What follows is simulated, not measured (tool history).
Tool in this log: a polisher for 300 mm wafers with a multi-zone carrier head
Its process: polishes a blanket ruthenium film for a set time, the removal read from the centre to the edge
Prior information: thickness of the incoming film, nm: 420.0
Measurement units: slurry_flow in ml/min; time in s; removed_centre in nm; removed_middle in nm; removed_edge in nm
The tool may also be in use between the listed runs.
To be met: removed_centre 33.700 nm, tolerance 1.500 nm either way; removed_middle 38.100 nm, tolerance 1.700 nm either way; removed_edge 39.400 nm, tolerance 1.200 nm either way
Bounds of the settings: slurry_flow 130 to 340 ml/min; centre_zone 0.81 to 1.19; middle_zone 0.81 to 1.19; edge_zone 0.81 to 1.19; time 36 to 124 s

run 1 day=0.000 | slurry_flow=220 centre_zone=1.00 middle_zone=1.00 edge_zone=1.00 time=79 | removed_centre=57.310 removed_middle=56.185 removed_edge=55.404
run 2 day=0.129 | slurry_flow=210 centre_zone=0.96 middle_zone=0.99 edge_zone=0.99 time=74 | removed_centre=51.472 removed_middle=51.359 removed_edge=51.790
run 3 day=0.496 | slurry_flow=205 centre_zone=0.93 middle_zone=0.99 edge_zone=0.98 time=70 | removed_centre=47.262 removed_middle=48.806 removed_edge=48.288
run 4 day=0.821 | slurry_flow=205 centre_zone=0.93 middle_zone=0.99 edge_zone=0.98 time=55 | removed_centre=37.682 removed_middle=38.783 removed_edge=38.230
run 5 day=0.938 | slurry_flow=205 centre_zone=1.01 middle_zone=0.99 edge_zone=0.98 time=55 | removed_centre=40.104 removed_middle=38.590 removed_edge=38.305
run 6 day=1.233 | slurry_flow=205 centre_zone=1.01 middle_zone=0.99 edge_zone=1.04 time=55 | removed_centre=39.908 removed_middle=38.870 removed_edge=39.143
run 7 day=1.342 | slurry_flow=200 centre_zone=0.98 middle_zone=0.99 edge_zone=1.05 time=55 | removed_centre=39.056 removed_middle=37.329 removed_edge=39.834
run 8 day=1.425 | slurry_flow=195 centre_zone=0.95 middle_zone=1.00 edge_zone=1.05 time=55 | removed_centre=37.440 removed_middle=37.929 removed_edge=38.760
run 9 day=1.658 | slurry_flow=190 centre_zone=0.93 middle_zone=1.00 edge_zone=1.06 time=55 | removed_centre=37.181 removed_middle=37.884 removed_edge=39.596
run 10 day=1.929 | slurry_flow=185 centre_zone=0.91 middle_zone=1.01 edge_zone=1.06 time=55 | removed_centre=35.717 removed_middle=38.185 removed_edge=38.415
run 11 day=1.979 | slurry_flow=185 centre_zone=0.91 middle_zone=1.01 edge_zone=1.06 time=55 | removed_centre=35.185 removed_middle=37.875 removed_edge=38.166
run 12 day=2.075 | slurry_flow=185 centre_zone=0.90 middle_zone=1.01 edge_zone=1.07 time=55 | removed_centre=35.231 removed_middle=37.902 removed_edge=39.170

Next run, 5 choices. One meets every target within its allowed miss, the rest don't. Which?
run A day=2.171 | slurry_flow=210 centre_zone=0.97 middle_zone=1.18 edge_zone=0.96 time=52 | removed_centre=? removed_middle=? removed_edge=?
run B day=2.171 | slurry_flow=190 centre_zone=0.91 middle_zone=1.01 edge_zone=1.04 time=57 | removed_centre=? removed_middle=? removed_edge=?
run C day=2.171 | slurry_flow=215 centre_zone=0.92 middle_zone=0.98 edge_zone=1.02 time=55 | removed_centre=? removed_middle=? removed_edge=?
run D day=2.171 | slurry_flow=200 centre_zone=0.93 middle_zone=0.89 edge_zone=1.08 time=54 | removed_centre=? removed_middle=? removed_edge=?
run E day=2.171 | slurry_flow=170 centre_zone=0.85 middle_zone=1.00 edge_zone=1.05 time=56 | removed_centre=? removed_middle=? removed_edge=?

move=A removed_centre=36.858 removed_middle=42.881 removed_edge=35.591
move=B removed_centre=37.156 removed_middle=40.494 removed_edge=39.783
move=C removed_centre=37.054 removed_middle=38.852 removed_edge=38.689
move=D removed_centre=36.297 removed_middle=34.801 removed_edge=38.538
move=E removed_centre=33.298 removed_middle=38.662 removed_edge=38.646
A: further off than the last run
B: further off than the last run
C: further off than the last run
D: further off than the last run
E: every result lands within tolerance
Go with E: it meets all targets.

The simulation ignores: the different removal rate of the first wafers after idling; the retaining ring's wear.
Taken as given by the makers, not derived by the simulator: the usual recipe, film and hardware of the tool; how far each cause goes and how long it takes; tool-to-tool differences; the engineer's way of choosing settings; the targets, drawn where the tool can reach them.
